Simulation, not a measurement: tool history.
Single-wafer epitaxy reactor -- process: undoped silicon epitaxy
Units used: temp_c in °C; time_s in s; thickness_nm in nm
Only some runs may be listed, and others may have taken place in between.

| run | hour | temp_c | time_s | thickness_nm |
|---|---|---|---|---|
| 1 | 0.0 | 655 | 355 | 68.112 |
| 2 | 8.4 | 654 | 355 | 67.005 |
| 3 | 13.8 | 654 | 386 | 72.036 |
| 4 | 16.8 | 654 | 406 | 76.626 |
| 5 | 21.6 | 654 | 427 | 80.038 |
| 6 | 24.6 | 654 | 449 | 84.848 |

Expected results for the next run?
| 7 | 26.6 | 642 | 446 | ? |

thickness_nm: 62.918 nm
